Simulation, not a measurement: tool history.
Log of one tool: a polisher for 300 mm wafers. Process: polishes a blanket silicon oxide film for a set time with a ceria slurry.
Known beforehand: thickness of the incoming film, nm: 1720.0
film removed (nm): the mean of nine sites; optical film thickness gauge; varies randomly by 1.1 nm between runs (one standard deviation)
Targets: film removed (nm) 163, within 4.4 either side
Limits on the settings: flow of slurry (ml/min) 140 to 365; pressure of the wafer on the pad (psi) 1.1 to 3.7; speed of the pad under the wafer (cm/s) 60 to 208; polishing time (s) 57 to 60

run	hour	flow of slurry (ml/min)	pressure of the wafer on the pad (psi)	speed of the pad under the wafer (cm/s)	polishing time (s)	film removed (nm)
1	0	235	2.4	134	57	256.46
2	0.9	230	2.1	134	57	227.78
3	3	225	1.8	134	57	191.48
4	7.6	225	1.8	134	57	191.9
5	9.4	225	1.8	160	57	233.22
6	15.9	195	1.8	160	57	227.87
7	17.8	190	1.6	160	57	201.87
8	18.7	180	1.5	160	57	190.48
9	25.5	170	1.4	160	57	176.74
10	27.6	165	1.4	160	57	174.44
11	31.6	160	1.4	160	57	173.9
12	36	155	1.4	160	57	172.42
13	43.5	150	1.4	160	57	171.71
14	46.9	145	1.4	160	57	169.94
15	50.1	140	1.3	160	57	157.45

Which of these 5 next moves meets every target?
A	53.3	140	1.3	156	57	?
B	53.3	165	1.2	158	57	?
C	53.3	150	1.3	146	57	?
D	53.3	210	1.7	114	60	?
E	53.3	145	1.3	150	58	?

move	film removed (nm)
A	154.31
B	148.48
C	146.23
D	163.55
E	151.97
A: moves away from the targets compared with the last run
B: moves away from the targets compared with the last run
C: moves away from the targets compared with the last run
D: every result within its allowed miss
E: moves away from the targets compared with the last run
D meets every target.

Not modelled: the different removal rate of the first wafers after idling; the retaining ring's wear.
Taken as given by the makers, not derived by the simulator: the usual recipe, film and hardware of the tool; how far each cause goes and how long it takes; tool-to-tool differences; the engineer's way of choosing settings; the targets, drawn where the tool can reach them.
